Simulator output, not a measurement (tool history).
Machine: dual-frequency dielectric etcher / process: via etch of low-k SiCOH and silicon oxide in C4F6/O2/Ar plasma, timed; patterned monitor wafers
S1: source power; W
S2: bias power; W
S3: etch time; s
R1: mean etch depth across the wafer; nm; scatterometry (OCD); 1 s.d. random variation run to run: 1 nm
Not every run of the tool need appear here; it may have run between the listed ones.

Run 1, hour 0: S1 400 W, S2 257 W, S3 95.5 s. Result: R1 275.73 nm.
Run 2, hour 2.3: S1 400 W, S2 285 W, S3 95.5 s. Result: R1 282.25 nm.
Run 3, hour 5.1: S1 400 W, S2 285 W, S3 95.5 s. Result: R1 283.1 nm.
Run 4, hour 14: S1 470 W, S2 285 W, S3 95.5 s. Result: R1 306.48 nm.
Run 5, hour 19.4: S1 400 W, S2 257 W, S3 95.5 s. Result: R1 272.72 nm.
Run 6, hour 21.5: S1 350 W, S2 240 W, S3 95.5 s. Result: R1 251.07 nm.
Run 7, hour 22.4: S1 320 W, S2 232 W, S3 95.5 s. Result: R1 238.86 nm.

The next listed run, before its measurement:
Run 8, hour 26.5: S1 300 W, S2 228 W, S3 95.5 s. Result: R1 ?.

{"run 8": {"R1": 229.83}}

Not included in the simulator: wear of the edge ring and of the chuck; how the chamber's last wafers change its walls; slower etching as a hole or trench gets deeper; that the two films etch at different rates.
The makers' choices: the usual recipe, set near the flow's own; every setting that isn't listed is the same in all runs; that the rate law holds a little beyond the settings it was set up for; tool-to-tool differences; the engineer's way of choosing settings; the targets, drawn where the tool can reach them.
